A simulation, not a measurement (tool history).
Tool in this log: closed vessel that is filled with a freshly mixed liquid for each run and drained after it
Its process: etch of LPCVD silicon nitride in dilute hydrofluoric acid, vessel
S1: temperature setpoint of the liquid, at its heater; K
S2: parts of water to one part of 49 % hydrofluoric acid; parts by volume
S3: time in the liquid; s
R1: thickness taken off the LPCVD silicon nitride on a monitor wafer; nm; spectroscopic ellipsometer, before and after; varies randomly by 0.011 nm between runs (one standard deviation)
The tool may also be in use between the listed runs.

| run | day | S1 | S2 | S3 | R1 |
|---|---|---|---|---|---|
| 1 | 0.000 | 298.15 | 145 | 780 | 2.5440 |
| 2 | 0.192 | 295.65 | 155 | 780 | 2.0290 |
| 3 | 0.571 | 295.65 | 170 | 780 | 1.8551 |
| 4 | 0.658 | 295.65 | 135 | 780 | 2.3619 |
| 5 | 0.775 | 295.65 | 165 | 780 | 1.8929 |
| 6 | 0.925 | 298.15 | 165 | 780 | 2.2623 |

The next listed run, before its measurement:
| 7 | 0.992 | 295.65 | 165 | 780 | ? |

R1: 1.9116 nm

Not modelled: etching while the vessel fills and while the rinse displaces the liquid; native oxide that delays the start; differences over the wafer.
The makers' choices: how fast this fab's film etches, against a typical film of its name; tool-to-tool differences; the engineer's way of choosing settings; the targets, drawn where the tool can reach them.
